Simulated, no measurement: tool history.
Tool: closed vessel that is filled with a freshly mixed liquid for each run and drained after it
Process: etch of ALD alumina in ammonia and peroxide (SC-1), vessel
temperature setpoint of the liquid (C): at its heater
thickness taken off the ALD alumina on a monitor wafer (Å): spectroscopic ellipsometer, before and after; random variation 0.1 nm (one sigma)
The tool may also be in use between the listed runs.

run  hour  temperature setpoint of the liquid (C)  parts of 29 % ammonia solution to one part of 30 % peroxide (parts by volume)  time in the liquid (s)  thickness taken off the ALD alumina on a monitor wafer (Å)
  1     0                                      46                                                                           0.75                     185                                                      68.662
  2   2.3                                      46                                                                              1                     185                                                      70.859
  3   8.9                                      52                                                                              1                     185                                                      98.148
  4  14.5                                      52                                                                              1                     125                                                      65.726
  5  20.1                                    53.5                                                                           1.05                     135                                                      77.165
  6  23.9                                    49.5                                                                           1.05                     135                                                      62.358
  7  33.1                                    51.5                                                                           1.05                     135                                                      69.654
  8  36.3                                      53                                                                              1                     135                                                       75.68
  9  41.3                                    54.5                                                                              1                     140                                                      85.003
 10  50.7                                    55.5                                                                              1                     140                                                      90.938

The next listed run, before its measurement:
 11  53.9                                    56.5                                                                              1                     140                                                           ?

Run 11 came out at thickness taken off the ALD alumina on a monitor wafer (Å) 94.18.
